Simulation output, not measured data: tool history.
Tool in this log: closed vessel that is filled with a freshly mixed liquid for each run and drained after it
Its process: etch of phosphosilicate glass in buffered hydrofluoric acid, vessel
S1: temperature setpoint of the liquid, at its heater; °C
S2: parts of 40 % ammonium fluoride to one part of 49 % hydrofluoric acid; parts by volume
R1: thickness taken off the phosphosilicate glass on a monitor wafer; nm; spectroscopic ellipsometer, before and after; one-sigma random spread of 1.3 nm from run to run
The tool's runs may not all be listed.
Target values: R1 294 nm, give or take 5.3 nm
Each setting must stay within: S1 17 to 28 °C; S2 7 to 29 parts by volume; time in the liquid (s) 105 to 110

{"run": 1, "day": 0.0, "S1": 20, "S2": 18, "time in the liquid (s)": 105, "R1": 262.59}
{"run": 2, "day": 0.179, "S1": 20, "S2": 14, "time in the liquid (s)": 105, "R1": 338.75}
{"run": 3, "day": 0.454, "S1": 20, "S2": 17.5, "time in the liquid (s)": 105, "R1": 271.77}
{"run": 4, "day": 0.692, "S1": 20.5, "S2": 17.5, "time in the liquid (s)": 105, "R1": 278.28}
{"day": 0.921, "done": "thermometer replaced"}
{"run": 5, "day": 0.921, "S1": 20.5, "S2": 17.5, "time in the liquid (s)": 110, "R1": 268.06}
{"run": 6, "day": 1.025, "S1": 17.5, "S2": 17.5, "time in the liquid (s)": 110, "R1": 228.45}
{"run": 7, "day": 1.108, "S1": 18, "S2": 17.5, "time in the liquid (s)": 110, "R1": 234.1}
{"run": 8, "day": 1.229, "S1": 18.5, "S2": 17.5, "time in the liquid (s)": 110, "R1": 240.62}
{"run": 9, "day": 1.367, "S1": 19, "S2": 17.5, "time in the liquid (s)": 110, "R1": 248.13}
{"run": 10, "day": 1.504, "S1": 19, "S2": 17.5, "time in the liquid (s)": 110, "R1": 248.69}
{"run": 11, "day": 1.567, "S1": 19.5, "S2": 17.5, "time in the liquid (s)": 110, "R1": 254.94}
{"run": 12, "day": 1.75, "S1": 20, "S2": 17.5, "time in the liquid (s)": 110, "R1": 260.54}
{"run": 13, "day": 2.083, "S1": 20.5, "S2": 17.5, "time in the liquid (s)": 110, "R1": 269.95}
{"run": 14, "day": 2.333, "S1": 21, "S2": 17.5, "time in the liquid (s)": 110, "R1": 274.53}
{"run": 15, "day": 2.4, "S1": 21.5, "S2": 17.5, "time in the liquid (s)": 110, "R1": 283.41}
{"run": 16, "day": 2.571, "S1": 22.5, "S2": 17.5, "time in the liquid (s)": 110, "R1": 301.86}

Which of these 5 next moves meets every target?
{"run": "A", "day": 2.742, "S1": 22.5, "S2": 17, "time in the liquid (s)": 110, "R1": "?"}
{"run": "B", "day": 2.742, "S1": 23, "S2": 16.5, "time in the liquid (s)": 105, "R1": "?"}
{"run": "C", "day": 2.742, "S1": 25, "S2": 19, "time in the liquid (s)": 105, "R1": "?"}
{"run": "D", "day": 2.742, "S1": 23, "S2": 17.5, "time in the liquid (s)": 110, "R1": "?"}
{"run": "E", "day": 2.742, "S1": 24, "S2": 19.5, "time in the liquid (s)": 110, "R1": "?"}

move=A R1=310.11
move=B R1=313.36
move=C R1=304.21
move=D R1=309.79
move=E R1=294.15
A: further off than the last run
B: further off than the last run
C: further off than the last run
D: further off than the last run
E: meets every target
Answer: E

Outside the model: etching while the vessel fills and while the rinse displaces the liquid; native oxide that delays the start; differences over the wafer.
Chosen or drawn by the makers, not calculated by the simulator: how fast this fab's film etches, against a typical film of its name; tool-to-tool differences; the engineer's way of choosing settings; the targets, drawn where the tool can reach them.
